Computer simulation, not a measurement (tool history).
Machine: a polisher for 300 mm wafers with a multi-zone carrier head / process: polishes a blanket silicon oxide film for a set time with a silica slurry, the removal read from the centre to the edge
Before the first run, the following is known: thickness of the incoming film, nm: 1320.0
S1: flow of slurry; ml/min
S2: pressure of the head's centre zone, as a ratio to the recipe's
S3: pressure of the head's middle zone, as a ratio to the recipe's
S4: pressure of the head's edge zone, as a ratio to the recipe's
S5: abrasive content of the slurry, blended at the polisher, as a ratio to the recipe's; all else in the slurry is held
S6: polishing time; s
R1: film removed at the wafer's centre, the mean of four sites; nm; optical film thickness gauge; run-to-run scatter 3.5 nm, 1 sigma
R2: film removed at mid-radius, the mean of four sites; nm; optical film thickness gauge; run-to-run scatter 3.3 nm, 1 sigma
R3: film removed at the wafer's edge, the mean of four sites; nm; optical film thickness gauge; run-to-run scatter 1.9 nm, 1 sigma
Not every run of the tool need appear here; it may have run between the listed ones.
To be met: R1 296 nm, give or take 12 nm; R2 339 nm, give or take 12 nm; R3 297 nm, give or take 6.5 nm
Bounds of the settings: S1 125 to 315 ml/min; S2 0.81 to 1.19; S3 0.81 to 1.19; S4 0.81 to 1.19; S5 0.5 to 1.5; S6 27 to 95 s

run  hour   S1    S2    S3    S4    S5  S6      R1      R2      R3
  1     0  205     1     1     1     1  61  280.26  268.88  264.03
  2   1.3  205     1  0.94     1     1  61  280.93  255.65  264.54
  3   8.2  220  0.99  1.01  1.03  1.05  61  283.92  280.32  279.07
  4  11.6  220  0.99  1.08  1.03  1.05  61  286.63  291.38  278.67
  5  14.4  235  0.98  1.11  1.02   1.1  61   284.8  307.91  284.11
  6  19.8  285  0.98  1.11  1.02   1.1  61  295.91  316.87  285.35
  7  20.5  290  0.98  1.13  1.03   1.1  61   298.1  320.15  289.12
  8  25.6  290  0.97  1.15  1.03   1.1  61   299.2  323.05   288.7
  9  32.9  290  0.96  1.16  1.03   1.1  61  284.81  328.58  288.16

Consider the 4 candidate settings below. Which is the only one whose results all fall within their allowed miss of target?
  A  40.2  305  0.89  1.11  0.97     1  64   ?   ?   ?
  B  40.2  270  0.96  1.18  1.03   1.2  61   ?   ?   ?
  C  40.2  295  1.04  1.19     1  1.05  59   ?   ?   ?
  D  40.2  315  0.89  1.19  0.92  0.95  65   ?   ?   ?

move      R1      R2      R3
   A  274.47  322.62  282.33
   B  298.65  342.96  293.83
   C   300.8  320.54  268.22
   D  274.22  341.98  274.42
A: lands further from the targets than the last run did
B: all results in spec
C: lands further from the targets than the last run did
D: lands further from the targets than the last run did
B is the move that brings every result within its allowed miss.

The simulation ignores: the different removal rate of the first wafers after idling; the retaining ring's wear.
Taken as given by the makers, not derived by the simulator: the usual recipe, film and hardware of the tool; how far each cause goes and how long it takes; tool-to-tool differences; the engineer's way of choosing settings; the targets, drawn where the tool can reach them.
